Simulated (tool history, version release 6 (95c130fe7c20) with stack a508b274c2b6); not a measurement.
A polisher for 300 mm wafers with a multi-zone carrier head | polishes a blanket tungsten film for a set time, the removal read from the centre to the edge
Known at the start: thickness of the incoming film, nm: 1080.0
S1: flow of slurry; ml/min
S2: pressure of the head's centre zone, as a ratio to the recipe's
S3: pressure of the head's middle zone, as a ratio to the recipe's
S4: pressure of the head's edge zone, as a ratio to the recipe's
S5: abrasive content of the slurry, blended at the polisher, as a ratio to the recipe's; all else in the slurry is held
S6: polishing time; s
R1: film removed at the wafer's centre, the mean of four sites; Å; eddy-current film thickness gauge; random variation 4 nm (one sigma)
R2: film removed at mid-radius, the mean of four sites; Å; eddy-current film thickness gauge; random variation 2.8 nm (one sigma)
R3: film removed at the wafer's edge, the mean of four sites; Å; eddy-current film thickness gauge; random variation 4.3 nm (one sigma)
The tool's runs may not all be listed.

Run 1, day 0: S1 225 ml/min, S2 1, S3 1, S4 1, S5 1, S6 61 s. Result: R1 4562.5 Å, R2 4393.7 Å, R3 4474.2 Å.
Run 2, day 0.146: S1 225 ml/min, S2 1, S3 1, S4 1.04, S5 1, S6 61 s. Result: R1 4577.7 Å, R2 4463.8 Å, R3 4689.9 Å.
Run 3, day 0.3: S1 225 ml/min, S2 0.92, S3 1, S4 1.04, S5 1, S6 61 s. Result: R1 4241.1 Å, R2 4430.4 Å, R3 4586 Å.
Run 4, day 0.438: S1 225 ml/min, S2 0.92, S3 1, S4 1.04, S5 0.9, S6 61 s. Result: R1 4075.6 Å, R2 4354.9 Å, R3 4567.4 Å.
Run 5, day 0.729: S1 225 ml/min, S2 0.92, S3 1, S4 1.04, S5 0.8, S6 61 s. Result: R1 4022.6 Å, R2 4239.5 Å, R3 4409.5 Å.
Run 6, day 1.017: S1 225 ml/min, S2 0.92, S3 1, S4 0.97, S5 0.8, S6 61 s. Result: R1 4061.3 Å, R2 4320.8 Å, R3 4296.3 Å.

The next listed run, before its measurement:
Run 7, day 1.154: S1 220 ml/min, S2 0.93, S3 0.98, S4 0.97, S5 0.8, S6 61 s. Result: R1 ?, R2 ?, R3 ?.

Run 7 gave R1 4031.9 Å, R2 4206.6 Å, R3 4283.2 Å.
